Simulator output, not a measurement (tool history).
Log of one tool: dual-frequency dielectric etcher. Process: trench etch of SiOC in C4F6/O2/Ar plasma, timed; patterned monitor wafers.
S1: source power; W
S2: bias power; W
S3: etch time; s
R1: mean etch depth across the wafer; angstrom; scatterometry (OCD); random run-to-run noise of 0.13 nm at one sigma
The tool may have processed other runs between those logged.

run	hour	S1	S2	S3	R1
1	0	370	163	19	373
2	4.1	370	153	19	362.55
3	8.3	430	153	19	380.46
4	16.5	430	153	19	382.39
5	23.1	380	143	19	352.62
6	30.9	350	140	19	338.93
7	38.1	330	138	19	328.45

Run 8 comes next. What will it give?
8	44.2	320	137	19	?

Run 8 produced R1 321.38 angstrom.
